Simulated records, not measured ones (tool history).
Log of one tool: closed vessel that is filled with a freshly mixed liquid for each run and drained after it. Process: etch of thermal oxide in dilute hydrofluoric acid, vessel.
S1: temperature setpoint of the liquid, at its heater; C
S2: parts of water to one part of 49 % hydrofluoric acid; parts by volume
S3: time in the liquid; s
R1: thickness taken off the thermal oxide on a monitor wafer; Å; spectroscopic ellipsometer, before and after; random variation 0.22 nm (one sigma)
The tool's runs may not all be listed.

| run | hour | S1 | S2 | S3 | R1 |
|---|---|---|---|---|---|
| 1 | 0 | 22 | 110 | 145 | 63.204 |
| 2 | 4.4 | 24 | 90 | 145 | 83.926 |
| 3 | 12.8 | 25.5 | 75 | 145 | 109.02 |
| 4 | 14.8 | 25.5 | 75 | 145 | 111.5 |
| 5 | 19.2 | 26.5 | 65 | 145 | 133.51 |
| 6 | 27.4 | 26.5 | 65 | 115 | 105.55 |
| 7 | 30.9 | 27 | 55 | 120 | 136.81 |
| 8 | 40 | 30 | 30 | 120 | 289.71 |
| 9 | 44.6 | 29.5 | 30 | 120 | 289.52 |
| 10 | 47.6 | 29.5 | 30 | 120 | 285.58 |
| 11 | 49.1 | 25.5 | 35 | 120 | 204.22 |
| 12 | 55 | 26 | 35 | 120 | 215.03 |

Forecast run 13:
| 13 | 61 | 26.5 | 35 | 120 | ? |

Run 13 gave R1 217.19 Å.
